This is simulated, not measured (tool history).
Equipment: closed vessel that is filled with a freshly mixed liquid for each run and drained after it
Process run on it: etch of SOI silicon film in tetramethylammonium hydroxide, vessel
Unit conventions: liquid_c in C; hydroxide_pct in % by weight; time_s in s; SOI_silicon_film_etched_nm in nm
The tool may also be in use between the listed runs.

run    day  liquid_c  hydroxide_pct  time_s  SOI_silicon_film_etched_nm
  1  0.000      66.0            8.5      30                      169.52
  2  0.025      66.0            8.5      30                      167.80
  3  0.104      68.0            8.5      30                      191.98
  4  0.183      70.0            8.5      30                      216.88
  5  0.417      71.0            8.5      30                      228.17
  6  0.775      71.0            7.0      30                      243.13
  7  0.996      72.0            7.0      30                      256.03
  8  1.062      72.5            7.0      30                      262.19
  9  1.100      72.5            7.0      30                      262.51

Run 10 comes next. What will it give?
 10  1.146      73.0            7.0      30                           ?

SOI_silicon_film_etched_nm: 269.95 nm

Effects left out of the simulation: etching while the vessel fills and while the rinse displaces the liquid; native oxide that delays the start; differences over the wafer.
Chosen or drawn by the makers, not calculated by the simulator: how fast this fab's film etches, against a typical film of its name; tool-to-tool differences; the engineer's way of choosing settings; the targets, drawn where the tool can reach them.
